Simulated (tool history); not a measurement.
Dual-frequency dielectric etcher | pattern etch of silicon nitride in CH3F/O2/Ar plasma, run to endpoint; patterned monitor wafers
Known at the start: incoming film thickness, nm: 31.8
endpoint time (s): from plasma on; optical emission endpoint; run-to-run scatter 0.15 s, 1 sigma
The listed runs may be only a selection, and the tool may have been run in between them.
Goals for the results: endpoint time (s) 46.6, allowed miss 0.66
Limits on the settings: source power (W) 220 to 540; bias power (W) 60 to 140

| run | hour | source power (W) | bias power (W) | endpoint time (s) |
|---|---|---|---|---|
| 1 | 0 | 380 | 100 | 43.471 |
| 2 | 0.9 | 440 | 100 | 41.78 |
| 3 | 2.2 | 440 | 93 | 42.847 |
| 4 | 8.9 | 500 | 93 | 41.133 |
| 5 | 12.2 | 500 | 84 | 42.905 |
| 6 | 19.8 | 500 | 75 | 44.769 |
| 7 | 24.9 | 490 | 75 | 45.114 |
| 8 | 27.2 | 480 | 75 | 45.555 |
| 9 | 28.6 | 470 | 75 | 45.889 |

Consider the 5 candidate settings below. Which is the only one whose results all fall within their allowed miss of target?
| A | 30 | 390 | 89 | ? |
| B | 30 | 480 | 77 | ? |
| C | 30 | 520 | 73 | ? |
| D | 30 | 420 | 79 | ? |
| E | 30 | 480 | 78 | ? |

| move | endpoint time (s) |
|---|---|
| A | 45.083 |
| B | 44.739 |
| C | 44.505 |
| D | 46.183 |
| E | 44.519 |
A: misses by more than the last run did
B: misses by more than the last run did
C: misses by more than the last run did
D: every result within its allowed miss
E: misses by more than the last run did
Go with D: it meets all targets.
